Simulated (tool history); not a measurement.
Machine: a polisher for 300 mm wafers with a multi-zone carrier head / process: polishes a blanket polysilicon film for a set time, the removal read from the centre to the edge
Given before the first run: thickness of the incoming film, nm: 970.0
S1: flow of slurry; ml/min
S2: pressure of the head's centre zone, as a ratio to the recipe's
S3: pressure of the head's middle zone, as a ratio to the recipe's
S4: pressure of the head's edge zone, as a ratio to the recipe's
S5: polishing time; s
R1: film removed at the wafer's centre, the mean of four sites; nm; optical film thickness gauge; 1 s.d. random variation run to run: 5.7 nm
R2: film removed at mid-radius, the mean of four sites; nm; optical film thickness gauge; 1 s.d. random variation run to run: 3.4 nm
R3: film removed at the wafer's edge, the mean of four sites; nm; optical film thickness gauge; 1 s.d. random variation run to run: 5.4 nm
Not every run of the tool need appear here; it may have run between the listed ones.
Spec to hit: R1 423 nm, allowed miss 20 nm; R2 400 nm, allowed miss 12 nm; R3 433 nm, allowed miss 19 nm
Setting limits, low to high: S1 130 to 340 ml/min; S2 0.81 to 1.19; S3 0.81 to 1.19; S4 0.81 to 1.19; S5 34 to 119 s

Run 1, day 0: S1 220 ml/min, S2 1, S3 1, S4 1, S5 76 s. Result: R1 319.19 nm, R2 319.32 nm, R3 310.79 nm.
Run 2, day 0.104: S1 220 ml/min, S2 1, S3 1.05, S4 1, S5 76 s. Result: R1 323.65 nm, R2 339.14 nm, R3 312.26 nm.
Run 3, day 0.342: S1 220 ml/min, S2 1, S3 1.05, S4 1, S5 83 s. Result: R1 352.64 nm, R2 364.33 nm, R3 335.64 nm.
Run 4, day 0.617: S1 220 ml/min, S2 1, S3 1.05, S4 1.08, S5 83 s. Result: R1 345.94 nm, R2 367.07 nm, R3 345.65 nm.
Run 5, day 0.65: S1 220 ml/min, S2 0.96, S3 1.05, S4 1.08, S5 83 s. Result: R1 331.75 nm, R2 368.77 nm, R3 359.24 nm.
Run 6, day 1.021: S1 220 ml/min, S2 0.96, S3 1.13, S4 1.08, S5 83 s. Result: R1 335.93 nm, R2 390.5 nm, R3 355.29 nm.
Run 7, day 1.242: S1 225 ml/min, S2 0.97, S3 1.11, S4 1.09, S5 85 s. Result: R1 350.76 nm, R2 394.09 nm, R3 368.32 nm.
Run 8, day 1.562: S1 235 ml/min, S2 0.98, S3 1.09, S4 1.1, S5 86 s. Result: R1 357.32 nm, R2 392.95 nm, R3 376.45 nm.

Which of these 4 next moves meets every target?
Run A, day 1.883: S1 255 ml/min, S2 1.15, S3 0.9, S4 1.16, S5 97 s. Result: R1 ?, R2 ?, R3 ?.
Run B, day 1.883: S1 300 ml/min, S2 1.03, S3 0.97, S4 1.18, S5 94 s. Result: R1 ?, R2 ?, R3 ?.
Run C, day 1.883: S1 230 ml/min, S2 1.06, S3 1, S4 1.03, S5 92 s. Result: R1 ?, R2 ?, R3 ?.
Run D, day 1.883: S1 300 ml/min, S2 1.04, S3 0.89, S4 1.19, S5 93 s. Result: R1 ?, R2 ?, R3 ?.

move      R1      R2      R3
   A  488.62   381.7  444.12
   B  432.15  400.84  439.55
   C  421.35  390.78  392.49
   D  431.49  369.08  437.27
A: moves the result that the last run missed by most past its target, out the other side
B: meets every target
C: the furthest-off result lands on target, but another misses its tolerance
D: the furthest-off result lands on target, but another misses its tolerance
The move that meets every target is B.
